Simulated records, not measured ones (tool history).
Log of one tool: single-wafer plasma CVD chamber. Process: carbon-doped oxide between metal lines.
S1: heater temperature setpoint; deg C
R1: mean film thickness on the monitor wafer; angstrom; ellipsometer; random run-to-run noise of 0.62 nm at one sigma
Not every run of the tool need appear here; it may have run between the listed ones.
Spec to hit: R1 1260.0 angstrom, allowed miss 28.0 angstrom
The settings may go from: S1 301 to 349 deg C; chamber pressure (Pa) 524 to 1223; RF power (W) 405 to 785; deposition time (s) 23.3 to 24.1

{"run": 1, "hour": 0.0, "S1": 325, "chamber pressure (Pa)": 873, "RF power (W)": 595, "deposition time (s)": 23.3, "R1": 1437.6}
{"run": 2, "hour": 8.0, "S1": 328, "chamber pressure (Pa)": 853, "RF power (W)": 575, "deposition time (s)": 23.3, "R1": 1394.2}
{"run": 3, "hour": 16.0, "S1": 328, "chamber pressure (Pa)": 776, "RF power (W)": 575, "deposition time (s)": 23.3, "R1": 1396.4}
{"run": 4, "hour": 22.6, "S1": 333, "chamber pressure (Pa)": 776, "RF power (W)": 575, "deposition time (s)": 23.3, "R1": 1365.3}
{"run": 5, "hour": 31.3, "S1": 333, "chamber pressure (Pa)": 776, "RF power (W)": 610, "deposition time (s)": 23.3, "R1": 1410.0}
{"run": 6, "hour": 37.6, "S1": 333, "chamber pressure (Pa)": 776, "RF power (W)": 610, "deposition time (s)": 24.1, "R1": 1453.4}
{"run": 7, "hour": 38.6, "S1": 335, "chamber pressure (Pa)": 771, "RF power (W)": 585, "deposition time (s)": 24.0, "R1": 1391.4}
{"run": 8, "hour": 45.2, "S1": 337, "chamber pressure (Pa)": 769, "RF power (W)": 575, "deposition time (s)": 24.0, "R1": 1371.1}
{"run": 9, "hour": 50.4, "S1": 339, "chamber pressure (Pa)": 767, "RF power (W)": 565, "deposition time (s)": 24.0, "R1": 1358.5}
{"run": 10, "hour": 55.7, "S1": 340, "chamber pressure (Pa)": 761, "RF power (W)": 550, "deposition time (s)": 24.0, "R1": 1329.8}
{"run": 11, "hour": 63.8, "S1": 341, "chamber pressure (Pa)": 757, "RF power (W)": 545, "deposition time (s)": 24.0, "R1": 1325.6}
{"run": 12, "hour": 70.2, "S1": 342, "chamber pressure (Pa)": 753, "RF power (W)": 535, "deposition time (s)": 24.0, "R1": 1298.5}
{"run": 13, "hour": 75.5, "S1": 342, "chamber pressure (Pa)": 753, "RF power (W)": 535, "deposition time (s)": 24.0, "R1": 1300.1}

Exactly one of the 5 candidate moves below puts every result within its allowed miss. Which one?
{"run": "A", "hour": 80.8, "S1": 341, "chamber pressure (Pa)": 763, "RF power (W)": 550, "deposition time (s)": 24.1, "R1": "?"}
{"run": "B", "hour": 80.8, "S1": 344, "chamber pressure (Pa)": 544, "RF power (W)": 525, "deposition time (s)": 24.1, "R1": "?"}
{"run": "C", "hour": 80.8, "S1": 339, "chamber pressure (Pa)": 847, "RF power (W)": 535, "deposition time (s)": 24.1, "R1": "?"}
{"run": "D", "hour": 80.8, "S1": 343, "chamber pressure (Pa)": 695, "RF power (W)": 615, "deposition time (s)": 23.3, "R1": "?"}
{"run": "E", "hour": 80.8, "S1": 348, "chamber pressure (Pa)": 761, "RF power (W)": 575, "deposition time (s)": 23.7, "R1": "?"}

move=A R1=1330.0
move=B R1=1247.1
move=C R1=1328.0
move=D R1=1352.5
move=E R1=1310.4
A: moves away from the targets compared with the last run
B: every result within its allowed miss
C: moves away from the targets compared with the last run
D: moves away from the targets compared with the last run
E: moves away from the targets compared with the last run
The right move is B.

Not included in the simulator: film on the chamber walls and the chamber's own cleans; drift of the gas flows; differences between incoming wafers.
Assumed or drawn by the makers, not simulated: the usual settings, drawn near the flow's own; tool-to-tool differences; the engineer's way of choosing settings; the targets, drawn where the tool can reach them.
